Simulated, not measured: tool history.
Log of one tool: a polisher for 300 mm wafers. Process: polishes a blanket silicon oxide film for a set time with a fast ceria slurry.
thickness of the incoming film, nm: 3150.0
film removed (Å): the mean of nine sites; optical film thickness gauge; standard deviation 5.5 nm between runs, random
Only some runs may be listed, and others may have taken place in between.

run  hour  flow of slurry (ml/min)  pressure of the wafer on the pad (kPa)  speed of the pad under the wafer (cm/s)  polishing time (s)  film removed (Å)
  1   0.0                      190                                    18.6                                      112                  40            7819.0
  2   4.0                      225                                    18.6                                      112                  40            8203.5
  3   5.6                      225                                    20.7                                      112                  40            8559.1
  4   6.3                      225                                    17.9                                      104                  40            7371.1
  5   7.8                      200                                    17.9                                      104                  40            7089.9
  6  13.8                      225                                    17.9                                      104                  40            7375.5
  7  22.6                      180                                    13.1                                      100                  40            5492.3
  8  30.9                      180                                    12.4                                      100                  40            5327.0
  9  39.0                      180                                    11.7                                      100                  40            5310.4

What does the tool deliver on the next run?
 10  44.5                      175                                    11.0                                       98                  40                 ?

{"run 10": {"film removed (Å)": 4800.0}}
